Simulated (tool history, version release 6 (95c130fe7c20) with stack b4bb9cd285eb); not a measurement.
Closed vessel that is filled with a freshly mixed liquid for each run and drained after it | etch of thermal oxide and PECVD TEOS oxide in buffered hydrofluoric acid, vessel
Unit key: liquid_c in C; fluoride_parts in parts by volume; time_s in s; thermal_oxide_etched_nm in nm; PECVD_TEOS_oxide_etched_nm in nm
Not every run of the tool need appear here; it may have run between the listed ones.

run 1 hour=0 | liquid_c=23 fluoride_parts=21 time_s=85 | thermal_oxide_etched_nm=41.735 PECVD_TEOS_oxide_etched_nm=90.038
run 2 hour=3 | liquid_c=23 fluoride_parts=18 time_s=85 | thermal_oxide_etched_nm=48.314 PECVD_TEOS_oxide_etched_nm=102.14
run 3 hour=11.1 | liquid_c=22 fluoride_parts=18.5 time_s=85 | thermal_oxide_etched_nm=44.523 PECVD_TEOS_oxide_etched_nm=93.753
run 4 hour=18.3 | liquid_c=21.5 fluoride_parts=19 time_s=85 | thermal_oxide_etched_nm=41.719 PECVD_TEOS_oxide_etched_nm=90.739
run 5 hour=20.1 | liquid_c=23 fluoride_parts=19 time_s=85 | thermal_oxide_etched_nm=46.154 PECVD_TEOS_oxide_etched_nm=95.269
run 6 hour=22.3 | liquid_c=20 fluoride_parts=19 time_s=85 | thermal_oxide_etched_nm=38.743 PECVD_TEOS_oxide_etched_nm=82.84
run 7 hour=29.6 | liquid_c=20 fluoride_parts=19 time_s=85 | thermal_oxide_etched_nm=38.899 PECVD_TEOS_oxide_etched_nm=82.279

Run 8 comes next. What will it give?
run 8 hour=34.5 | liquid_c=19.5 fluoride_parts=19 time_s=85 | thermal_oxide_etched_nm=? PECVD_TEOS_oxide_etched_nm=?

{"run 8": {"thermal_oxide_etched_nm": 37.842, "PECVD_TEOS_oxide_etched_nm": 79.485}}
